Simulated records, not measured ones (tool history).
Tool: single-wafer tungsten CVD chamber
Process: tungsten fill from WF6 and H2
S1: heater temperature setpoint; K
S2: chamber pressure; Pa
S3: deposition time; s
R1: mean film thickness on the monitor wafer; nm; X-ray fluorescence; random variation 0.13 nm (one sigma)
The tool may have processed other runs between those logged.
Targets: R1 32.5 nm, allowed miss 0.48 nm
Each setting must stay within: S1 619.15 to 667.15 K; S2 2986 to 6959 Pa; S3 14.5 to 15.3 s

run 1 hour=0 | S1=643.15 S2=4973 S3=15.3 | R1=28.839
run 2 hour=2.1 | S1=644.15 S2=4973 S3=15.3 | R1=29.442
run 3 hour=5 | S1=644.15 S2=4973 S3=15.3 | R1=29.411
run 4 hour=13.9 | S1=645.15 S2=4973 S3=15.3 | R1=30.031
run 5 hour=21.4 | S1=646.15 S2=4973 S3=15.3 | R1=30.652
run 6 hour=24.5 | S1=647.15 S2=4973 S3=15.3 | R1=31.093
run 7 hour=25.7 | S1=648.15 S2=4973 S3=15.3 | R1=31.686
run 8 hour=29.7 | S1=648.15 S2=4973 S3=15.3 | R1=31.625

Next run, 4 choices. One meets every target within its allowed miss, the rest don't. Which?
run A hour=33.7 | S1=647.15 S2=5146 S3=14.7 | R1=?
run B hour=33.7 | S1=642.15 S2=5626 S3=15.3 | R1=?
run C hour=33.7 | S1=649.15 S2=4760 S3=15 | R1=?
run D hour=33.7 | S1=650.15 S2=4813 S3=15.3 | R1=?

move=A R1=30.382
move=B R1=30.176
move=C R1=30.826
move=D R1=32.242
A: further off than the last run
B: further off than the last run
C: further off than the last run
D: each result inside its tolerance
Correct choice: D, which meets every target
